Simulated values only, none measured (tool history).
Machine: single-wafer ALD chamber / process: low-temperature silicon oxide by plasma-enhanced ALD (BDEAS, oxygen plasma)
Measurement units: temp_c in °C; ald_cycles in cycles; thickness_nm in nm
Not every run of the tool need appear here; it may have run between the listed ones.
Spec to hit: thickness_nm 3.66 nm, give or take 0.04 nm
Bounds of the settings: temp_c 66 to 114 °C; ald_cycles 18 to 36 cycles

run	hour	temp_c	ald_cycles	thickness_nm
1	0	90	27	4.2464
2	7.1	97	26	4.0043
3	15.6	93	26	4.0687
4	17.3	93	29	4.5259
5	23.1	99	28	4.272
# hour 24.8: thermocouple changed; heater temperature recalibrated
6	24.8	103	27	4.0194
7	33.2	106	27	4.0164
8	35.7	108	26	3.8553
9	38.6	110	26	3.8405
10	40.3	111	26	3.8345

Exactly one of the 5 candidate moves below puts every result within its allowed miss. Which one?
A	42	110	28	?
B	42	112	26	?
C	42	111	24	?
D	42	114	25	?
E	42	114	26	?

move	thickness_nm
A	4.1353
B	3.8274
C	3.5388
D	3.6682
E	3.8149
A: the biggest miss grows against the last run
B: about the same distance from the targets as the last run
C: takes the result that was furthest off past its target
D: hits every target within its allowed miss
E: nearer the targets than the last run, but a result is still out of spec
The move that meets every target is D.
